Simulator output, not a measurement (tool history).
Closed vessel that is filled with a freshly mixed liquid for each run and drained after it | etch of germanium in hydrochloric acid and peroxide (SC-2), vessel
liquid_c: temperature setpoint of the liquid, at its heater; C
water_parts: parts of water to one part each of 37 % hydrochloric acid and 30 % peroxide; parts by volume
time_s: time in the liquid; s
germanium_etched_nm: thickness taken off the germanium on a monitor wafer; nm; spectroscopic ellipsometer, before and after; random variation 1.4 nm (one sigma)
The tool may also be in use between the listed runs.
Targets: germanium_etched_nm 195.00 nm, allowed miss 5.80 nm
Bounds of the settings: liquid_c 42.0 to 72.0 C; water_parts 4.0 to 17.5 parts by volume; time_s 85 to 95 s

run,day,liquid_c,water_parts,time_s,germanium_etched_nm
1,0.000,58.0,9.5,85,299.02
2,0.271,55.5,9.5,85,276.05
3,0.554,53.5,9.5,85,262.74
4,0.729,53.5,9.5,95,289.33
5,0.788,50.5,9.5,95,262.52
6,0.879,47.0,9.5,95,230.86
7,1.167,46.5,9.5,95,231.02
8,1.367,46.0,9.5,95,228.56
9,1.450,45.5,9.5,95,225.88
10,1.525,45.0,9.5,95,220.83
11,1.646,44.5,9.5,95,215.14
12,1.871,44.0,9.5,95,211.91
13,2.146,43.5,9.5,95,211.56
14,2.479,42.5,10.0,95,200.85

Which of these 4 next moves meets every target?
A,2.812,42.5,8.5,90,?
B,2.812,43.0,8.0,95,?
C,2.812,44.0,9.0,95,?
D,2.812,47.5,10.5,85,?

move,germanium_etched_nm
A,193.71
B,208.70
C,214.03
D,211.72
A: meets every target
B: further off than the last run
C: further off than the last run
D: further off than the last run
The right move is A.

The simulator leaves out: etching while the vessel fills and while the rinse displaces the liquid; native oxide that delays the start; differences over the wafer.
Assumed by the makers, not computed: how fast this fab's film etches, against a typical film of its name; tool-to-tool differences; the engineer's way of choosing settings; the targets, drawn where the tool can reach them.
